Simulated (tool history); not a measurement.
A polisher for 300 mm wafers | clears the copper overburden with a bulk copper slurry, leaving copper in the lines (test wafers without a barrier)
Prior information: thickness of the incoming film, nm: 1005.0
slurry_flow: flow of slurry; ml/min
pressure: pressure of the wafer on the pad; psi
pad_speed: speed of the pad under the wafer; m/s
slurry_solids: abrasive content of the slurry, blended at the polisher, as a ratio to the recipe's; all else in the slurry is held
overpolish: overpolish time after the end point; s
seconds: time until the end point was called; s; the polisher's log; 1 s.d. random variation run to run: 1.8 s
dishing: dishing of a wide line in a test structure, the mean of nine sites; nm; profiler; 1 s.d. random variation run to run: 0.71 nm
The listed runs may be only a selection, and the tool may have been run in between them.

run	day	slurry_flow	pressure	pad_speed	slurry_solids	overpolish	seconds	dishing
1	0.000	145	1.8	1.30	1.0	11	145.13	36.269
2	0.146	145	1.8	1.30	1.1	11	144.05	36.016
3	0.296	145	1.9	1.30	1.1	10	139.13	36.604
4	0.512	145	2.2	1.30	1.1	10	122.68	40.179
5	0.871	145	2.2	1.06	1.1	10	143.82	35.727
6	0.983	145	2.3	1.08	1.1	9	134.50	35.387

For run 7, what comes out?
7	1.212	145	2.3	1.08	1.1	8	?	?

For run 7 the tool returned seconds 136.06 s, dishing 31.825 nm.
